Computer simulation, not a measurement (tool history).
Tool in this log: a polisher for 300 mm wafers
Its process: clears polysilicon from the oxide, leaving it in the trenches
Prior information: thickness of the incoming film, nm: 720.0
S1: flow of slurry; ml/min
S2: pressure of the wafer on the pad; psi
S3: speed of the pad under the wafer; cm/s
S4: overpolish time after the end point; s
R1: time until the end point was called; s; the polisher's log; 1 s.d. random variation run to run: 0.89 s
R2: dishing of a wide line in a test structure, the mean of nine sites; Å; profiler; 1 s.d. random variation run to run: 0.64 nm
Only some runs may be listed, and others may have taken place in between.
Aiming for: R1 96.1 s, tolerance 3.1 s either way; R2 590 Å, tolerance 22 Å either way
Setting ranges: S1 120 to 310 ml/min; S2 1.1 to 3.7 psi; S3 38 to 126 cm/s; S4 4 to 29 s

run	hour	S1	S2	S3	S4	R1	R2
1	0	200	2.4	82	15	61.407	701.49
2	8.5	200	2	82	15	70.6	671.11
3	16.5	200	2	82	19	71.638	722.56
4	18.9	160	2	82	19	73.758	721.7
5	24.6	160	1.9	82	18	76.349	697.18
6	30.9	160	1.8	82	17	78.943	684.8
7	33.8	160	1.7	82	16	82.105	652.6
8	37.8	160	1.6	82	16	86.66	632.73
9	39.9	160	1.5	82	15	89.232	609.15
10	42.9	155	1.3	82	15	100.03	586.02

Exactly one of the 5 candidate moves below puts every result within its allowed miss. Which one?
A	45.9	165	1.5	82	16	?	?
B	45.9	150	1.3	78	17	?	?
C	45.9	150	1.4	70	17	?	?
D	45.9	205	1.4	82	18	?	?
E	45.9	135	1.4	84	15	?	?

move	R1	R2
A	90.865	622.63
B	105.49	597.43
C	109.56	586.43
D	91.655	652.33
E	96.861	585.86
A: moves the result that the last run missed by most past its target, out the other side
B: misses by more than the last run did
C: misses by more than the last run did
D: moves the result that the last run missed by most past its target, out the other side
E: every result lands within tolerance
Move E is the one to make.
